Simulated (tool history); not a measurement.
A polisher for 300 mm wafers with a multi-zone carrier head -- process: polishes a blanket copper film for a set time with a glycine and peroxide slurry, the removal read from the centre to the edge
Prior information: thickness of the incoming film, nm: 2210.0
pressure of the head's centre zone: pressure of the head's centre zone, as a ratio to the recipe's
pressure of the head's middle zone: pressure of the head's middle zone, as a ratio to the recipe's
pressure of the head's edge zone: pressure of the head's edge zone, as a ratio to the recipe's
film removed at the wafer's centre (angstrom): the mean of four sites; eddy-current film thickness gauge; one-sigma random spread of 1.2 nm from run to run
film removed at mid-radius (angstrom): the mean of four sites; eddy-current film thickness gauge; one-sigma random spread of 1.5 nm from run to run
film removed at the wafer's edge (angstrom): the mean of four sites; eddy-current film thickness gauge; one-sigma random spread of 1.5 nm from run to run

| run | hour | flow of slurry (ml/min) | pressure of the head's centre zone | pressure of the head's middle zone | pressure of the head's edge zone | polishing time (s) | film removed at the wafer's centre (angstrom) | film removed at mid-radius (angstrom) | film removed at the wafer's edge (angstrom) |
|---|---|---|---|---|---|---|---|---|---|
| 1 | 0 | 275 | 1 | 1 | 1 | 67 | 2213.4 | 2197.8 | 2041.9 |
| 2 | 6.7 | 275 | 1 | 1 | 1.06 | 67 | 2191 | 2189.5 | 2098 |
| 3 | 9 | 260 | 0.94 | 0.96 | 1.05 | 65 | 1964.2 | 2053 | 2005.6 |
| 4 | 14.6 | 245 | 0.9 | 0.92 | 1.04 | 64 | 1867.1 | 1976.3 | 1976.3 |
| 5 | 16.4 | 245 | 0.9 | 0.99 | 1.04 | 64 | 1881.8 | 2043.5 | 1951.5 |
| 6 | 18.1 | 245 | 0.9 | 0.99 | 1.04 | 70 | 2035.1 | 2203.9 | 2109.7 |
| 7 | 21.2 | 230 | 0.87 | 0.95 | 1.04 | 67 | 1865.8 | 2086.1 | 2045 |
| 8 | 25 | 225 | 0.86 | 0.91 | 1.04 | 64 | 1761 | 1921.9 | 1969.1 |

Run 9 comes next. What will it give?
| 9 | 30.9 | 215 | 0.85 | 0.89 | 1.03 | 63 | ? | ? | ? |

Run 9 yielded film removed at the wafer's centre (angstrom) 1703.5, film removed at mid-radius (angstrom) 1863.6, film removed at the wafer's edge (angstrom) 1883.2.
